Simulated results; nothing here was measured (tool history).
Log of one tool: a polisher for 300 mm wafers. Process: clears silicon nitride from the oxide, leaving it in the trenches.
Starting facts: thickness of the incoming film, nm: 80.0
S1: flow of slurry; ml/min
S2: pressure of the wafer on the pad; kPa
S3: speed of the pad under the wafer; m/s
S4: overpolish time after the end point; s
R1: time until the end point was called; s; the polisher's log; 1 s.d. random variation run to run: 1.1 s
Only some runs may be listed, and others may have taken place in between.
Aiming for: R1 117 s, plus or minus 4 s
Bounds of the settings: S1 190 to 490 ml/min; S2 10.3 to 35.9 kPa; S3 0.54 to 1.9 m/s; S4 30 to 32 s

{"run": 1, "hour": 0.0, "S1": 315, "S2": 22.8, "S3": 1.22, "S4": 30, "R1": 60.035}
{"run": 2, "hour": 3.8, "S1": 315, "S2": 19.3, "S3": 1.18, "S4": 30, "R1": 72.454}
{"run": 3, "hour": 9.1, "S1": 315, "S2": 21.4, "S3": 1.18, "S4": 30, "R1": 65.429}
{"run": 4, "hour": 16.8, "S1": 265, "S2": 21.4, "S3": 1.18, "S4": 30, "R1": 65.549}
{"run": 5, "hour": 18.5, "S1": 210, "S2": 21.4, "S3": 1.18, "S4": 30, "R1": 68.104}
{"run": 6, "hour": 23.6, "S1": 210, "S2": 21.4, "S3": 0.94, "S4": 30, "R1": 82.57}
{"run": 7, "hour": 30.6, "S1": 210, "S2": 19.3, "S3": 0.94, "S4": 30, "R1": 93.529}
{"run": 8, "hour": 32.6, "S1": 210, "S2": 17.9, "S3": 0.94, "S4": 30, "R1": 99.227}
{"run": 9, "hour": 34.7, "S1": 210, "S2": 17.9, "S3": 0.94, "S4": 30, "R1": 98.852}
{"run": 10, "hour": 38.8, "S1": 210, "S2": 17.2, "S3": 0.94, "S4": 30, "R1": 103.8}
{"run": 11, "hour": 44.1, "S1": 210, "S2": 14.5, "S3": 0.94, "S4": 30, "R1": 123.75}

Exercise: of the 5 proposed moves below, exactly one satisfies all targets within the stated allowed misses. Which move is it?
{"run": "A", "hour": 49.4, "S1": 190, "S2": 14.5, "S3": 0.9, "S4": 30, "R1": "?"}
{"run": "B", "hour": 49.4, "S1": 225, "S2": 12.4, "S3": 1, "S4": 30, "R1": "?"}
{"run": "C", "hour": 49.4, "S1": 220, "S2": 13.8, "S3": 0.86, "S4": 32, "R1": "?"}
{"run": "D", "hour": 49.4, "S1": 210, "S2": 13.8, "S3": 1.04, "S4": 30, "R1": "?"}
{"run": "E", "hour": 49.4, "S1": 190, "S2": 17.2, "S3": 0.76, "S4": 30, "R1": "?"}

move=A R1=127.66
move=B R1=131.65
move=C R1=137.96
move=D R1=115.36
move=E R1=127
A: misses by more than the last run did
B: misses by more than the last run did
C: misses by more than the last run did
D: hits every target within its allowed miss
E: misses by more than the last run did
The right move is D.
